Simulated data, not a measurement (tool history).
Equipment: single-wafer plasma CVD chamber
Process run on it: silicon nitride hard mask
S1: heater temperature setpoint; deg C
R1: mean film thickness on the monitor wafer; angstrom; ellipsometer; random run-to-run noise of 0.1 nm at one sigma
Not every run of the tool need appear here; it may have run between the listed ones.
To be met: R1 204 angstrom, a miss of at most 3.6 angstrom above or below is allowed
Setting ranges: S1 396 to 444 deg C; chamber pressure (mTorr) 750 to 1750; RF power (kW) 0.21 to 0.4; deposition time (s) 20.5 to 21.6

Run 1, hour 0: S1 420 deg C, chamber pressure (mTorr) 1250, RF power (kW) 0.305, deposition time (s) 21.6. Result: R1 241.33 angstrom.
Run 2, hour 2.9: S1 420 deg C, chamber pressure (mTorr) 1180, RF power (kW) 0.3, deposition time (s) 21.6. Result: R1 234.01 angstrom.
Run 3, hour 5.3: S1 420 deg C, chamber pressure (mTorr) 1280, RF power (kW) 0.3, deposition time (s) 21.6. Result: R1 240.06 angstrom.
Run 4, hour 10.8: S1 420 deg C, chamber pressure (mTorr) 1280, RF power (kW) 0.3, deposition time (s) 20.5. Result: R1 228.16 angstrom.
Run 5, hour 13.2: S1 420 deg C, chamber pressure (mTorr) 1480, RF power (kW) 0.3, deposition time (s) 20.5. Result: R1 239.85 angstrom.
Run 6, hour 16: S1 420 deg C, chamber pressure (mTorr) 1480, RF power (kW) 0.335, deposition time (s) 20.5. Result: R1 263.52 angstrom.
Run 7, hour 20: S1 420 deg C, chamber pressure (mTorr) 1380, RF power (kW) 0.325, deposition time (s) 20.5. Result: R1 248.66 angstrom.
Run 8, hour 25.5: S1 420 deg C, chamber pressure (mTorr) 1290, RF power (kW) 0.32, deposition time (s) 20.5. Result: R1 243.67 angstrom.
Run 9, hour 33.4: S1 420 deg C, chamber pressure (mTorr) 1220, RF power (kW) 0.315, deposition time (s) 20.5. Result: R1 234.95 angstrom.
Run 10, hour 38.8: S1 420 deg C, chamber pressure (mTorr) 970, RF power (kW) 0.305, deposition time (s) 20.5. Result: R1 212.01 angstrom.

4 candidate next runs follow, results not yet known. Just one meets every target within its allowed miss. Identify it.
Run A, hour 44.2: S1 417 deg C, chamber pressure (mTorr) 970, RF power (kW) 0.29, deposition time (s) 21.6. Result: R1 ?.
Run B, hour 44.2: S1 419 deg C, chamber pressure (mTorr) 880, RF power (kW) 0.325, deposition time (s) 21.2. Result: R1 ?.
Run C, hour 44.2: S1 416 deg C, chamber pressure (mTorr) 750, RF power (kW) 0.32, deposition time (s) 21.2. Result: R1 ?.
Run D, hour 44.2: S1 419 deg C, chamber pressure (mTorr) 960, RF power (kW) 0.31, deposition time (s) 21.6. Result: R1 ?.

move      R1
   A  213.59
   B  220.45
   C  203.82
   D  224.23
A: the biggest miss grows against the last run
B: the biggest miss grows against the last run
C: all results land within tolerance of their targets
D: the biggest miss grows against the last run
Move C is the one to make.
